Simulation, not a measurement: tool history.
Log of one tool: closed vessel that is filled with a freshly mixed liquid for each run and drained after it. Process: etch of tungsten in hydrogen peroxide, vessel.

run	hour	temperature setpoint of the liquid (K)	concentration of hydrogen peroxide in the mixed liquid (% by weight)	time in the liquid (s)	thickness taken off the tungsten on a monitor wafer (angstrom)
1	0.0	325.15	18.5	35	1101.30
2	7.5	325.15	17.0	35	1060.30
3	11.2	323.65	17.0	35	970.48
4	17.4	322.65	17.0	35	906.24
5	25.5	325.15	17.0	35	1062.30
6	29.1	323.65	17.0	35	958.36
7	31.4	322.65	17.0	35	906.14
8	34.2	321.65	17.0	35	851.74

Run 9 comes next. What will it give?
9	37.8	321.65	17.0	35	?

Run 9 gave thickness taken off the tungsten on a monitor wafer (angstrom) 850.53.
